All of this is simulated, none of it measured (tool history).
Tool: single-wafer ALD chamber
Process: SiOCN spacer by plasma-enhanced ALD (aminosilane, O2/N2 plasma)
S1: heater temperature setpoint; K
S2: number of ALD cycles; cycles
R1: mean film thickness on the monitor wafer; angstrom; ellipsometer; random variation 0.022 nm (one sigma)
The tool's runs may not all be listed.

run,hour,S1,S2,R1
1,0,688.15,90,51.187
2,2.8,692.15,87,48.685
3,8.3,696.15,85,46.691
4,10.8,690.15,85,48.052
5,15.6,684.15,85,48.694
6,21.6,692.15,85,47.983
7,22.6,695.15,83,45.852
8,28.9,698.15,83,45.504
9,37.6,700.15,83,45.291
10,46.3,702.15,83,44.949

The next listed run, before its measurement:
11,47.8,704.15,83,?

{"run 11": {"R1": 44.983}}
